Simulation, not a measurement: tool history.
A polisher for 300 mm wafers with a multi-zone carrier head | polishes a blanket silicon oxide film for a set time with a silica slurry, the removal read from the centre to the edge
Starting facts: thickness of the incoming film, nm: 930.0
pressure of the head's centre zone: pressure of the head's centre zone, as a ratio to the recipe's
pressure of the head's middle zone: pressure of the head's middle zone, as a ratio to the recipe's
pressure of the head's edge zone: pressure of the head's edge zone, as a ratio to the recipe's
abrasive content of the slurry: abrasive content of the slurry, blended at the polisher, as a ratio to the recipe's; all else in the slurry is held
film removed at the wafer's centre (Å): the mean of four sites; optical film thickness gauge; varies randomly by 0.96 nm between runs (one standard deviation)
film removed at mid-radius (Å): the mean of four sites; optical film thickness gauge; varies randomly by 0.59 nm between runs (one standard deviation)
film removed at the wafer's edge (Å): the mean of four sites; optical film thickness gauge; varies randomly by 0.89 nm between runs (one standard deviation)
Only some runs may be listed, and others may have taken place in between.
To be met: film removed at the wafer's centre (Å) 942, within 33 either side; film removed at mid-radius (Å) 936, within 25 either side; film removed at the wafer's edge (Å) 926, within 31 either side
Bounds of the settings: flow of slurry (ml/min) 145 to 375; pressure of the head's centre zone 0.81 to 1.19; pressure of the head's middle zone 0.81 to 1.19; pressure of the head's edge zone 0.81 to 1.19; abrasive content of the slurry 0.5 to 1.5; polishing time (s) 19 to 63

run	hour	flow of slurry (ml/min)	pressure of the head's centre zone	pressure of the head's middle zone	pressure of the head's edge zone	abrasive content of the slurry	polishing time (s)	film removed at the wafer's centre (Å)	film removed at mid-radius (Å)	film removed at the wafer's edge (Å)
1	0	240	1	1	1	1	41	1657.5	1645.3	1618.1
2	0.6	235	0.99	0.98	0.97	0.9	39	1474.9	1481	1489.5
3	2.9	240	1	0.98	0.96	0.8	36	1298.3	1298.4	1251.5
4	5.5	240	1	0.98	1.03	0.8	36	1323.3	1285.5	1311.7
5	9.2	240	1	0.98	1.06	0.8	36	1303.9	1288.7	1340.9
6	10.2	245	0.99	0.97	1.03	0.75	35	1239.9	1204.4	1231.7
7	17	255	0.97	0.95	1	0.7	35	1182.6	1175.2	1185.3
8	21.7	260	0.96	0.93	0.98	0.65	34	1093.9	1078.8	1107.6
9	24.7	240	0.93	0.9	0.88	0.5	34	894.67	904.22	909.37
10	25.9	245	0.93	0.9	0.88	0.5	34	906.54	907.75	907.43

Below are 4 possible settings for the next run. Only one of them brings all results inside the allowed miss of their targets. Which is it?
A	27.1	290	0.98	0.83	0.91	0.75	26	?	?	?
B	27.1	235	0.87	0.91	0.93	0.55	33	?	?	?
C	27.1	295	0.94	0.95	0.85	0.6	32	?	?	?
D	27.1	300	0.96	0.93	0.92	0.55	32	?	?	?

move	film removed at the wafer's centre (Å)	film removed at mid-radius (Å)	film removed at the wafer's edge (Å)
A	920.92	855.02	882.74
B	860.39	937.49	941.58
C	971.77	1000.2	938.11
D	947.03	945.15	928.42
A: its largest miss is bigger than the last run's
B: the worst result of the last run now meets its target, but another is out of spec
C: takes the result that was furthest off past its target
D: all results land within tolerance of their targets
The right move is D.
